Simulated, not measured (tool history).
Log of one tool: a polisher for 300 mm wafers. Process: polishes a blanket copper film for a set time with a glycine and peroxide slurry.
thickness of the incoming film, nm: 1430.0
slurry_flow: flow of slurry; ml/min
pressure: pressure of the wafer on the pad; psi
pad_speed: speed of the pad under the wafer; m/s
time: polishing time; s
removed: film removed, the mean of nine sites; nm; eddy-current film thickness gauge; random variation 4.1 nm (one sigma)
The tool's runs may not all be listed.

run,hour,slurry_flow,pressure,pad_speed,time,removed
1,0.0,145,3.5,0.94,59,410.89
2,8.3,145,3.5,0.94,62,427.05
3,16.2,145,3.3,0.94,62,409.47
4,16.7,145,3.1,0.94,62,371.69
5,19.3,145,3.0,0.94,62,375.56
6,20.4,125,3.0,0.94,62,362.57
7,26.9,125,2.9,0.94,62,344.19
8,30.4,125,2.8,0.94,62,344.51

The next listed run, before its measurement:
9,38.4,125,2.8,0.94,62,?

Run 9 gave removed 346.26 nm.

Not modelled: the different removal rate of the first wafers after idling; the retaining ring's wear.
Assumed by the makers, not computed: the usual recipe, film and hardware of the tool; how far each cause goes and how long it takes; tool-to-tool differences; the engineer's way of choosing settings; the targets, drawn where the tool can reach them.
